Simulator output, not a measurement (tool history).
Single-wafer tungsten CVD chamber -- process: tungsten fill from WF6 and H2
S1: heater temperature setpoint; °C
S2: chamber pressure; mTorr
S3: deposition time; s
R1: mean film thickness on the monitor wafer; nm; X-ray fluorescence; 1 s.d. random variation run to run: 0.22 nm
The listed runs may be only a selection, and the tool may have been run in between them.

run,hour,S1,S2,S3,R1
1,0.0,385,51700,20.4,56.252
2,4.1,385,57800,20.4,59.310
3,10.8,380,57400,20.4,52.060
4,13.1,377,57200,20.4,48.927
5,17.0,377,61500,20.4,49.761
6,17.5,375,61300,20.4,48.310
7,18.8,373,61100,20.4,45.255
8,20.7,372,61000,20.4,44.540

What does the tool deliver on the next run?
9,26.3,371,60900,20.4,?

{"run 9": {"R1": 43.441}}

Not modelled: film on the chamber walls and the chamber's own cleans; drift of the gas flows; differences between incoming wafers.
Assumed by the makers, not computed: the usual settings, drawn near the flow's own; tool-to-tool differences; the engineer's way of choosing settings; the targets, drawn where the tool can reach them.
